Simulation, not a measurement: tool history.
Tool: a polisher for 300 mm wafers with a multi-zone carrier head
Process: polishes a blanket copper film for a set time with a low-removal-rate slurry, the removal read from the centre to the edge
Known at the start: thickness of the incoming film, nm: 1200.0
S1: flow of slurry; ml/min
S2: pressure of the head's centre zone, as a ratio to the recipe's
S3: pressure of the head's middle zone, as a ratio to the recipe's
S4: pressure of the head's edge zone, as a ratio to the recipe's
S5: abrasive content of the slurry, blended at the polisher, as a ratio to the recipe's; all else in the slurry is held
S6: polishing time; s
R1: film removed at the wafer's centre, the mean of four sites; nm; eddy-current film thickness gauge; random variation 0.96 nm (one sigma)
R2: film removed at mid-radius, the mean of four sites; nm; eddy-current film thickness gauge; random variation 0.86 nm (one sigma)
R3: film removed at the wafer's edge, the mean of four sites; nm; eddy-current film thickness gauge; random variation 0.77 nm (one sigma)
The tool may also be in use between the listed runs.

| run | hour | S1 | S2 | S3 | S4 | S5 | S6 | R1 | R2 | R3 |
|---|---|---|---|---|---|---|---|---|---|---|
| 1 | 0.0 | 150 | 1.00 | 1.00 | 1.00 | 1.00 | 70 | 154.87 | 157.24 | 157.99 |
| 2 | 4.1 | 150 | 1.00 | 0.97 | 1.00 | 1.00 | 70 | 155.87 | 150.48 | 158.14 |
| 3 | 6.0 | 120 | 1.00 | 0.97 | 1.00 | 1.00 | 70 | 147.76 | 148.55 | 153.69 |
| 4 | 9.4 | 120 | 1.00 | 1.04 | 1.00 | 1.00 | 70 | 148.60 | 156.95 | 154.75 |
| 5 | 17.9 | 130 | 1.02 | 1.04 | 0.95 | 0.85 | 65 | 139.30 | 141.60 | 139.08 |
| 6 | 18.8 | 135 | 1.04 | 1.07 | 0.91 | 0.75 | 61 | 130.40 | 134.75 | 125.72 |
| 7 | 22.6 | 135 | 1.06 | 1.07 | 0.88 | 0.65 | 59 | 126.25 | 127.49 | 115.52 |

Forecast run 8:
| 8 | 26.4 | 95 | 1.07 | 1.04 | 0.81 | 0.60 | 59 | ? | ? | ? |

Run 8 gave R1 116.18 nm, R2 115.69 nm, R3 106.05 nm.
